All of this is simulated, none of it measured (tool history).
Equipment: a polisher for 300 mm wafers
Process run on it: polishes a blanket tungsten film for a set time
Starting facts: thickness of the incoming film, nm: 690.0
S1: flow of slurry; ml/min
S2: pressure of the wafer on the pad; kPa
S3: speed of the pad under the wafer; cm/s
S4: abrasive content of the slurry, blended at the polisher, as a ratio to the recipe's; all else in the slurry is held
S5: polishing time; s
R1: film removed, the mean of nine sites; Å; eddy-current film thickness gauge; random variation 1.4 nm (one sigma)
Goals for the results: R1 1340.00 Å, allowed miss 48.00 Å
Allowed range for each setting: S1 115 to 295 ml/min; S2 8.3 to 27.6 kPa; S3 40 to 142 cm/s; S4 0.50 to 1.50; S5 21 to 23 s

run	hour	S1	S2	S3	S4	S5	R1
1	0.0	190	17.9	90	1.00	23	661.72
2	6.3	195	20.7	94	1.00	23	780.79
3	9.7	195	22.8	100	1.00	23	930.95
4	16.0	195	22.8	80	1.00	23	737.14
5	18.2	195	22.8	62	1.00	23	582.30
6	19.6	195	22.8	52	1.00	23	485.69
7	24.7	200	24.1	66	1.00	23	651.97
8	30.3	205	24.8	76	1.00	23	759.78
9	36.3	220	27.6	102	1.05	23	1149.70
10	44.1	220	27.6	106	1.05	23	1192.10
11	51.3	220	27.6	108	1.05	23	1241.80
12	51.9	220	27.6	110	1.05	23	1269.30
13	57.9	220	27.6	112	1.05	23	1261.30

Which one of the following 4 next-run settings gets every result inside its allowed miss? There is exactly one.
A	63.9	260	27.6	112	0.95	22	?
B	63.9	285	26.9	126	1.00	23	?
C	63.9	185	27.6	124	0.85	23	?
D	63.9	295	27.6	134	0.95	21	?

move	R1
A	1245.00
B	1457.70
C	1320.90
D	1443.10
A: further off than the last run
B: takes the result that was furthest off past its target
C: all results land within tolerance of their targets
D: takes the result that was furthest off past its target
C is the move that brings every result within its allowed miss.
